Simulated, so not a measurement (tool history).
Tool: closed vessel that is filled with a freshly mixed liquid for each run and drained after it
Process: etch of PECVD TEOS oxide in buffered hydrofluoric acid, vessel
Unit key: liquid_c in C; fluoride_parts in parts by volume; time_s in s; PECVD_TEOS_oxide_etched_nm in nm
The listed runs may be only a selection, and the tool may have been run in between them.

run,hour,liquid_c,fluoride_parts,time_s,PECVD_TEOS_oxide_etched_nm
1,0.0,23.0,16.5,90,150.23
2,2.9,22.0,16.5,90,141.77
3,7.2,21.5,16.5,90,137.06
4,10.4,21.0,16.5,90,133.92
5,11.3,21.0,21.0,90,107.44
6,18.2,22.0,21.0,90,114.39

Run 7, settings as shown, results not yet in. Your forecast:
7,26.7,22.5,21.0,90,?

Run 7 produced PECVD_TEOS_oxide_etched_nm 116.74 nm.

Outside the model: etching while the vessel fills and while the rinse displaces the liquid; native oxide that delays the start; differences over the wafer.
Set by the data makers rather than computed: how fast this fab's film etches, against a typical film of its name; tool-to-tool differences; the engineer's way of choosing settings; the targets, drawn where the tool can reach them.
